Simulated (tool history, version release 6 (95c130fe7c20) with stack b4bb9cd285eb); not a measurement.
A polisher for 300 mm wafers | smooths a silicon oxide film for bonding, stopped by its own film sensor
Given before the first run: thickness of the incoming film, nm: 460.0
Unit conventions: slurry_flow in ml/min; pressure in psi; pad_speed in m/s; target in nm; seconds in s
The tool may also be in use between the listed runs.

run,hour,slurry_flow,pressure,pad_speed,slurry_solids,target,seconds
1,0.0,165,2.4,1.12,1.00,394,76.823
2,8.8,165,2.2,1.10,1.00,394,83.627
3,10.8,200,2.2,1.10,1.00,394,80.192
4,18.6,200,2.2,1.10,0.85,394,90.873
5,20.3,225,2.2,1.10,0.85,394,89.774
6,25.6,260,2.2,1.10,0.85,394,87.910

For run 7, what comes out?
7,29.3,260,2.1,1.10,0.85,394,?

{"run 7": {"seconds": 91.378}}
